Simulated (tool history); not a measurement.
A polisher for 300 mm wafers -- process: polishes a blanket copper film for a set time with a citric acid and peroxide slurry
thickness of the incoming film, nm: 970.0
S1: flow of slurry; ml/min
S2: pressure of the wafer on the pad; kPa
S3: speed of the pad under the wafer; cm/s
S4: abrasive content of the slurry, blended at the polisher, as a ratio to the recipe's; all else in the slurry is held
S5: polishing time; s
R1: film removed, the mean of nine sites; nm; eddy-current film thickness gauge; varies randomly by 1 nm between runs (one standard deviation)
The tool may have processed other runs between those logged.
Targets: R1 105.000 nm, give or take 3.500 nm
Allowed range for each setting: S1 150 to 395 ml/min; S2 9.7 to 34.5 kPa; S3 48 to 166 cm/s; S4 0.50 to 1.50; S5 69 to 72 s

run 1 hour=0.0 | S1=250 S2=22.1 S3=106 S4=1.00 S5=69 | R1=199.820
run 2 hour=8.6 | S1=250 S2=20.7 S3=104 S4=1.00 S5=69 | R1=182.550
run 3 hour=12.4 | S1=250 S2=19.3 S3=104 S4=1.00 S5=69 | R1=171.850
run 4 hour=19.6 | S1=250 S2=19.3 S3=104 S4=0.90 S5=69 | R1=168.390
run 5 hour=28.5 | S1=250 S2=19.3 S3=104 S4=1.10 S5=69 | R1=176.180
run 6 hour=31.3 | S1=250 S2=19.3 S3=104 S4=1.10 S5=69 | R1=177.970
run 7 hour=38.4 | S1=250 S2=17.9 S3=102 S4=1.10 S5=69 | R1=163.050
run 8 hour=40.9 | S1=250 S2=17.2 S3=102 S4=1.10 S5=69 | R1=155.210
run 9 hour=46.4 | S1=250 S2=16.5 S3=102 S4=1.10 S5=69 | R1=147.620
run 10 hour=55.0 | S1=250 S2=15.9 S3=102 S4=1.10 S5=69 | R1=141.200
run 11 hour=57.9 | S1=250 S2=15.2 S3=102 S4=1.10 S5=69 | R1=135.520
run 12 hour=64.9 | S1=245 S2=9.7 S3=100 S4=1.10 S5=69 | R1=89.583
run 13 hour=71.8 | S1=250 S2=9.7 S3=100 S4=1.10 S5=69 | R1=87.875
run 14 hour=79.0 | S1=250 S2=14.5 S3=100 S4=1.10 S5=69 | R1=126.520
run 15 hour=86.1 | S1=245 S2=14.5 S3=100 S4=1.10 S5=69 | R1=129.190
run 16 hour=89.9 | S1=245 S2=9.7 S3=98 S4=1.10 S5=69 | R1=86.226
run 17 hour=94.4 | S1=255 S2=11.0 S3=98 S4=1.10 S5=69 | R1=100.010

Pick the move, out of 5, that brings all results within their allowed miss; only one does.
run A hour=98.9 | S1=200 S2=11.0 S3=102 S4=1.05 S5=69 | R1=?
run B hour=98.9 | S1=275 S2=9.7 S3=106 S4=1.05 S5=72 | R1=?
run C hour=98.9 | S1=165 S2=10.3 S3=108 S4=0.85 S5=69 | R1=?
run D hour=98.9 | S1=215 S2=13.1 S3=94 S4=0.95 S5=69 | R1=?
run E hour=98.9 | S1=260 S2=10.3 S3=96 S4=1.05 S5=72 | R1=?

move=A R1=98.395
move=B R1=98.082
move=C R1=89.494
move=D R1=105.000
move=E R1=94.552
A: the biggest miss grows against the last run
B: the biggest miss grows against the last run
C: the biggest miss grows against the last run
D: every result within its allowed miss
E: the biggest miss grows against the last run
Go with D: it meets all targets.
